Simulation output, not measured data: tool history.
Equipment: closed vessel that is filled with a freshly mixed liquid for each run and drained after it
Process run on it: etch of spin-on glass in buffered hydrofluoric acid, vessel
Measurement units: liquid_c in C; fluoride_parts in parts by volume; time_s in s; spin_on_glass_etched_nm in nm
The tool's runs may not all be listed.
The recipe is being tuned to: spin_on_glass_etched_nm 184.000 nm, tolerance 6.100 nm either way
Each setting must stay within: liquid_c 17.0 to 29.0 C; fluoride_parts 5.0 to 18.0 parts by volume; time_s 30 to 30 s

Run 1, hour 0.0: liquid_c 21.0 C, fluoride_parts 11.0 parts by volume, time_s 30 s. Result: spin_on_glass_etched_nm 82.728 nm.
Run 2, hour 8.6: liquid_c 22.0 C, fluoride_parts 10.5 parts by volume, time_s 30 s. Result: spin_on_glass_etched_nm 89.399 nm.
Run 3, hour 9.3: liquid_c 23.0 C, fluoride_parts 10.0 parts by volume, time_s 30 s. Result: spin_on_glass_etched_nm 100.200 nm.
Run 4, hour 15.5: liquid_c 23.0 C, fluoride_parts 10.0 parts by volume, time_s 30 s. Result: spin_on_glass_etched_nm 99.149 nm.
Run 5, hour 21.1: liquid_c 20.0 C, fluoride_parts 10.0 parts by volume, time_s 30 s. Result: spin_on_glass_etched_nm 84.531 nm.
Run 6, hour 26.4: liquid_c 21.0 C, fluoride_parts 9.5 parts by volume, time_s 30 s. Result: spin_on_glass_etched_nm 93.383 nm.
Run 7, hour 31.9: liquid_c 22.0 C, fluoride_parts 9.0 parts by volume, time_s 30 s. Result: spin_on_glass_etched_nm 102.450 nm.
Run 8, hour 37.1: liquid_c 23.0 C, fluoride_parts 8.5 parts by volume, time_s 30 s. Result: spin_on_glass_etched_nm 113.190 nm.
Run 9, hour 40.7: liquid_c 24.0 C, fluoride_parts 8.0 parts by volume, time_s 30 s. Result: spin_on_glass_etched_nm 129.240 nm.
Run 10, hour 42.7: liquid_c 24.5 C, fluoride_parts 8.0 parts by volume, time_s 30 s. Result: spin_on_glass_etched_nm 131.210 nm.
Run 11, hour 46.0: liquid_c 24.5 C, fluoride_parts 8.0 parts by volume, time_s 30 s. Result: spin_on_glass_etched_nm 129.550 nm.
Run 12, hour 50.6: liquid_c 25.0 C, fluoride_parts 8.0 parts by volume, time_s 30 s. Result: spin_on_glass_etched_nm 136.270 nm.
Run 13, hour 53.7: liquid_c 25.5 C, fluoride_parts 8.0 parts by volume, time_s 30 s. Result: spin_on_glass_etched_nm 137.690 nm.
Run 14, hour 54.7: liquid_c 29.0 C, fluoride_parts 6.0 parts by volume, time_s 30 s. Result: spin_on_glass_etched_nm 219.800 nm.
Run 15, hour 57.7: liquid_c 29.0 C, fluoride_parts 6.0 parts by volume, time_s 30 s. Result: spin_on_glass_etched_nm 219.180 nm.
Run 16, hour 65.3: liquid_c 28.5 C, fluoride_parts 6.0 parts by volume, time_s 30 s. Result: spin_on_glass_etched_nm 217.090 nm.
Run 17, hour 70.0: liquid_c 28.0 C, fluoride_parts 6.0 parts by volume, time_s 30 s. Result: spin_on_glass_etched_nm 212.510 nm.
Run 18, hour 75.1: liquid_c 27.5 C, fluoride_parts 6.0 parts by volume, time_s 30 s. Result: spin_on_glass_etched_nm 205.760 nm.
Run 19, hour 80.3: liquid_c 26.5 C, fluoride_parts 6.0 parts by volume, time_s 30 s. Result: spin_on_glass_etched_nm 196.590 nm.

Consider the 4 candidate settings below. Which is the only one whose results all fall within their allowed miss of target?
Run A, hour 85.5: liquid_c 27.0 C, fluoride_parts 5.5 parts by volume, time_s 30 s. Result: spin_on_glass_etched_nm ?.
Run B, hour 85.5: liquid_c 27.5 C, fluoride_parts 6.0 parts by volume, time_s 30 s. Result: spin_on_glass_etched_nm ?.
Run C, hour 85.5: liquid_c 25.5 C, fluoride_parts 5.0 parts by volume, time_s 30 s. Result: spin_on_glass_etched_nm ?.
Run D, hour 85.5: liquid_c 25.5 C, fluoride_parts 6.0 parts by volume, time_s 30 s. Result: spin_on_glass_etched_nm ?.

move  spin_on_glass_etched_nm
   A                  218.390
   B                  208.360
   C                  218.410
   D                  187.210
A: lands further from the targets than the last run did
B: lands further from the targets than the last run did
C: lands further from the targets than the last run did
D: in spec on every target
Answer: D
